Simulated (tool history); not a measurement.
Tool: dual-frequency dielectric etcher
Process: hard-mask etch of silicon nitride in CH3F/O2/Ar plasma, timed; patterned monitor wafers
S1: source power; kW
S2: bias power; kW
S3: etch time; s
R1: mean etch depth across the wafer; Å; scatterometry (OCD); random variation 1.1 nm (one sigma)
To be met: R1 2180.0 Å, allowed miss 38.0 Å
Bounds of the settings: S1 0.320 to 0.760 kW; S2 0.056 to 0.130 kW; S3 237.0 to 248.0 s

| run | hour | S1 | S2 | S3 | R1 |
|---|---|---|---|---|---|
| 1 | 0.0 | 0.540 | 0.093 | 237.0 | 1822.9 |
| 2 | 7.4 | 0.570 | 0.095 | 237.0 | 1895.4 |
| 3 | 14.7 | 0.590 | 0.095 | 237.0 | 1899.6 |
| 4 | 23.0 | 0.590 | 0.084 | 237.0 | 1781.4 |
| 5 | 27.1 | 0.590 | 0.084 | 237.0 | 1776.7 |
| 6 | 30.1 | 0.610 | 0.087 | 237.0 | 1817.4 |
| 7 | 33.8 | 0.630 | 0.091 | 237.5 | 1876.2 |
| 8 | 37.5 | 0.640 | 0.095 | 238.0 | 1945.3 |
| 9 | 42.9 | 0.650 | 0.097 | 238.0 | 1973.9 |

Which of these 5 next moves meets every target?
| A | 48.3 | 0.760 | 0.107 | 237.0 | ? |
| B | 48.3 | 0.690 | 0.101 | 237.0 | ? |
| C | 48.3 | 0.590 | 0.086 | 243.0 | ? |
| D | 48.3 | 0.700 | 0.117 | 248.0 | ? |
| E | 48.3 | 0.720 | 0.101 | 239.5 | ? |

| move | R1 |
|---|---|
| A | 2173.1 |
| B | 2047.0 |
| C | 1839.0 |
| D | 2316.9 |
| E | 2096.6 |
A: meets every target
B: nearer than the last run, and not there yet
C: further off than the last run
D: takes the result that was furthest off past its target
E: nearer than the last run, and not there yet
Answer: A

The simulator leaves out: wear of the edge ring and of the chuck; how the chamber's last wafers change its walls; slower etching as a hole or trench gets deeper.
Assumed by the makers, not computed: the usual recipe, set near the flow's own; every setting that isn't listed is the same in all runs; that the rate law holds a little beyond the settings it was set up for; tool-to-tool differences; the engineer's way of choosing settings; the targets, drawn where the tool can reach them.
